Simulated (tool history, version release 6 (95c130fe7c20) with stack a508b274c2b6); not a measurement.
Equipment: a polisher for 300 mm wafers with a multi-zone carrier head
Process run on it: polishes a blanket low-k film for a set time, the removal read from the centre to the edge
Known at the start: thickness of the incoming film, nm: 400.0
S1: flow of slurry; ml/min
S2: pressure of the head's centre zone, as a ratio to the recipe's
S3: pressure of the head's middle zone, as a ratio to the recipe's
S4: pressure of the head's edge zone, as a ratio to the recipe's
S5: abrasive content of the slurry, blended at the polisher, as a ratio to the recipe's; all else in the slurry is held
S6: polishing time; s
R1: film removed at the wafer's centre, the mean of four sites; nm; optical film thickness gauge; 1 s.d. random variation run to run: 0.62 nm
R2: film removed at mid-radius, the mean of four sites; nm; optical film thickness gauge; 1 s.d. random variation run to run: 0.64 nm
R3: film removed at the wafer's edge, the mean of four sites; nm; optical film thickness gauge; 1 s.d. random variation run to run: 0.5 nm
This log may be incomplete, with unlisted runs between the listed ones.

run  hour   S1    S2    S3    S4    S5  S6      R1      R2      R3
  1     0  315     1     1     1     1  79  41.718  41.012  40.505
  2   6.3  315     1     1     1  0.85  79  37.462  37.633  37.637
  3  12.3  315     1  0.95     1  0.85  79  37.399  36.472  37.048
  4  16.8  315     1  0.89     1  0.85  79  39.085  34.036  38.765
  5  22.2  315  0.96  0.89     1  0.85  79  36.827  33.863  38.073
  6  30.2  315  0.96  0.85     1  0.85  79  35.527  33.012  38.736
  7  30.9  315  0.95  0.87  1.01   0.9  79  37.193  34.431  39.356
  8  35.9  315  0.94  0.89  1.02  0.95  79  38.215  36.459  39.956

Predict the results of run 9:
  9  42.5  310  0.92  0.9  1.03   1  80   ?   ?   ?

{"run 9": {"R1": 37.889, "R2": 36.794, "R3": 41.21}}
